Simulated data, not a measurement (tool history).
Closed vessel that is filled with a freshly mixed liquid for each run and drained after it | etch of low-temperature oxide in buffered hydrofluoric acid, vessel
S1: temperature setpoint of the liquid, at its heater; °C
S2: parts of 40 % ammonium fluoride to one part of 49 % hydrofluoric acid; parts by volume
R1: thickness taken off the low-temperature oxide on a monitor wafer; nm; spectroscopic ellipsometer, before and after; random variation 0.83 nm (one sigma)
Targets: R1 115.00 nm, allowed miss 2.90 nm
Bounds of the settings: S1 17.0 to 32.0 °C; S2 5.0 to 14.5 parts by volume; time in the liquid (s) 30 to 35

run 1 hour=0.0 | S1=25.0 S2=9.0 time_in_the_liquid_(s)=35 | R1=178.28
run 2 hour=1.8 | S1=23.5 S2=9.0 time_in_the_liquid_(s)=35 | R1=163.57
run 3 hour=3.0 | S1=23.5 S2=9.0 time_in_the_liquid_(s)=35 | R1=165.61
run 4 hour=4.0 | S1=23.5 S2=10.0 time_in_the_liquid_(s)=35 | R1=153.60
run 5 hour=11.2 | S1=22.5 S2=10.0 time_in_the_liquid_(s)=35 | R1=144.54
run 6 hour=12.5 | S1=22.5 S2=7.5 time_in_the_liquid_(s)=35 | R1=188.38
run 7 hour=19.8 | S1=21.5 S2=8.0 time_in_the_liquid_(s)=35 | R1=167.60
run 8 hour=20.7 | S1=20.5 S2=8.5 time_in_the_liquid_(s)=35 | R1=146.47
run 9 hour=25.8 | S1=20.0 S2=8.5 time_in_the_liquid_(s)=35 | R1=143.14
run 10 hour=31.5 | S1=20.0 S2=8.5 time_in_the_liquid_(s)=35 | R1=142.08
run 11 hour=40.2 | S1=19.5 S2=8.5 time_in_the_liquid_(s)=35 | R1=139.95
run 12 hour=44.0 | S1=19.0 S2=8.5 time_in_the_liquid_(s)=35 | R1=137.08
run 13 hour=47.3 | S1=18.5 S2=8.5 time_in_the_liquid_(s)=35 | R1=129.55
run 14 hour=54.2 | S1=18.0 S2=8.5 time_in_the_liquid_(s)=35 | R1=128.46

4 next moves are on the table. One of them brings every result within its allowed miss. Which?
run A hour=61.1 | S1=17.0 S2=7.0 time_in_the_liquid_(s)=35 | R1=?
run B hour=61.1 | S1=20.0 S2=8.0 time_in_the_liquid_(s)=30 | R1=?
run C hour=61.1 | S1=17.5 S2=8.0 time_in_the_liquid_(s)=30 | R1=?
run D hour=61.1 | S1=18.5 S2=9.0 time_in_the_liquid_(s)=35 | R1=?

move=A R1=147.33
move=B R1=129.49
move=C R1=112.46
move=D R1=122.19
A: further off than the last run
B: further off than the last run
C: meets every target
D: nearer than the last run, and not there yet
Move C is the one to make.
